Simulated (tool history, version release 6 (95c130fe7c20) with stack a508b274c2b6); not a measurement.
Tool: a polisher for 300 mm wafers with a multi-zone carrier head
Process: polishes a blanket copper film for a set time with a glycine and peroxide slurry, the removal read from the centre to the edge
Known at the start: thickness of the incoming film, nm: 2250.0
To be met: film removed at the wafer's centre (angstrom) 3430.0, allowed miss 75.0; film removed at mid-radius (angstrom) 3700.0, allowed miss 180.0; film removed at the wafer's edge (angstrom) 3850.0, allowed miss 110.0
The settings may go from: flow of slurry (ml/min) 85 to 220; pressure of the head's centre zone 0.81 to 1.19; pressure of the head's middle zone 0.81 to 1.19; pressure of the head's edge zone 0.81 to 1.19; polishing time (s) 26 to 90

run  hour  flow of slurry (ml/min)  pressure of the head's centre zone  pressure of the head's middle zone  pressure of the head's edge zone  polishing time (s)  film removed at the wafer's centre (angstrom)  film removed at mid-radius (angstrom)  film removed at the wafer's edge (angstrom)
  1   0.0                      140                                1.00                                1.00                              1.00                  58                                         2611.9                                 2657.9                                       2642.9
  2   5.1                      160                                1.00                                1.00                              1.00                  58                                         2666.4                                 2693.4                                       2718.3
  3  11.3                      165                                1.00                                1.01                              1.02                  59                                         2761.8                                 2739.2                                       2791.3
  4  13.0                      165                                0.99                                1.02                              1.03                  61                                         2783.3                                 2903.2                                       2890.9
  5  19.4                      140                                0.99                                1.02                              1.03                  61                                         2751.9                                 2821.0                                       2814.4
  6  27.0                      145                                0.99                                1.03                              1.05                  62                                         2818.2                                 2941.4                                       2913.6
  7  29.5                      150                                0.99                                1.03                              1.07                  63                                         2849.3                                 2950.3                                       3005.2
  8  31.4                      155                                0.99                                1.04                              1.08                  64                                         2907.4                                 2983.2                                       3077.5

5 next moves are on the table. One of them brings every result within its allowed miss. Which?
  A  33.3                      140                                1.02                                1.16                              0.99                  55                                              ?                                      ?                                            ?
  B  33.3                      145                                0.85                                1.06                              1.15                  87                                              ?                                      ?                                            ?
  C  33.3                      130                                0.85                                0.96                              1.17                  70                                              ?                                      ?                                            ?
  D  33.3                      155                                0.93                                1.07                              1.05                  77                                              ?                                      ?                                            ?
  E  33.3                      165                                0.98                                1.07                              1.19                  75                                              ?                                      ?                                            ?

move  film removed at the wafer's centre (angstrom)  film removed at mid-radius (angstrom)  film removed at the wafer's edge (angstrom)
   A                                         2529.4                                 2818.0                                       2514.7
   B                                         3348.5                                 4152.7                                       4309.8
   C                                         2637.1                                 3016.7                                       3457.8
   D                                         3284.4                                 3743.6                                       3670.5
   E                                         3409.0                                 3679.8                                       3837.4
A: further off than the last run
B: takes the result that was furthest off past its target
C: further off than the last run
D: nearer than the last run, and not there yet
E: meets every target
Move E is the one to make.
